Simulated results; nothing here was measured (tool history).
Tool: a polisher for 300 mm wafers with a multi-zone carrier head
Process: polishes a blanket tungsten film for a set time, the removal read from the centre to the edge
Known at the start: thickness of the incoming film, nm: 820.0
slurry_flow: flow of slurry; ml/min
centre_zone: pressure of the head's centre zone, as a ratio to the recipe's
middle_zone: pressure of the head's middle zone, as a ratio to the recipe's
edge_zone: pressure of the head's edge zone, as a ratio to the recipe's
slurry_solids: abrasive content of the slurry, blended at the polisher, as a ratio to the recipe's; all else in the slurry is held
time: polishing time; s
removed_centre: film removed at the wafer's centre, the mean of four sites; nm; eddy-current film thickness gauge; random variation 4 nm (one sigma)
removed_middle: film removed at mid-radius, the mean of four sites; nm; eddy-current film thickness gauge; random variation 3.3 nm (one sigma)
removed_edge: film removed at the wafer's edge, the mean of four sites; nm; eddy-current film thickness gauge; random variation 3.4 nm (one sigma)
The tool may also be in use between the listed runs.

{"run": 1, "day": 0.0, "slurry_flow": 310, "centre_zone": 1, "middle_zone": 1, "edge_zone": 1, "slurry_solids": 1, "time": 44, "removed_centre": 293.48, "removed_middle": 296.88, "removed_edge": 303.03}
{"run": 2, "day": 0.229, "slurry_flow": 325, "centre_zone": 1.04, "middle_zone": 1.03, "edge_zone": 1.03, "slurry_solids": 1.1, "time": 45, "removed_centre": 318.45, "removed_middle": 316.44, "removed_edge": 323.48}
{"run": 3, "day": 0.312, "slurry_flow": 335, "centre_zone": 1.07, "middle_zone": 1.05, "edge_zone": 1.03, "slurry_solids": 1.2, "time": 47, "removed_centre": 353.65, "removed_middle": 343.25, "removed_edge": 347.1}
{"run": 4, "day": 0.404, "slurry_flow": 345, "centre_zone": 1.09, "middle_zone": 1.07, "edge_zone": 1.04, "slurry_solids": 1.25, "time": 48, "removed_centre": 373.83, "removed_middle": 359.69, "removed_edge": 359.04}
{"run": 5, "day": 0.454, "slurry_flow": 355, "centre_zone": 1.11, "middle_zone": 1.09, "edge_zone": 1.06, "slurry_solids": 1.3, "time": 49, "removed_centre": 389.26, "removed_middle": 377.42, "removed_edge": 374.56}
{"run": 6, "day": 0.583, "slurry_flow": 355, "centre_zone": 1.11, "middle_zone": 1.09, "edge_zone": 0.98, "slurry_solids": 1.3, "time": 49, "removed_centre": 385.98, "removed_middle": 377.2, "removed_edge": 358.8}
{"run": 7, "day": 0.938, "slurry_flow": 360, "centre_zone": 1.13, "middle_zone": 1.1, "edge_zone": 1, "slurry_solids": 1.35, "time": 50, "removed_centre": 407.6, "removed_middle": 390.7, "removed_edge": 369.39}

The next listed run, before its measurement:
{"run": 8, "day": 1.233, "slurry_flow": 365, "centre_zone": 1.14, "middle_zone": 1.11, "edge_zone": 1.02, "slurry_solids": 1.4, "time": 51, "removed_centre": "?", "removed_middle": "?", "removed_edge": "?"}

Run 8 gave removed_centre 425.1 nm, removed_middle 406.61 nm, removed_edge 394.68 nm.
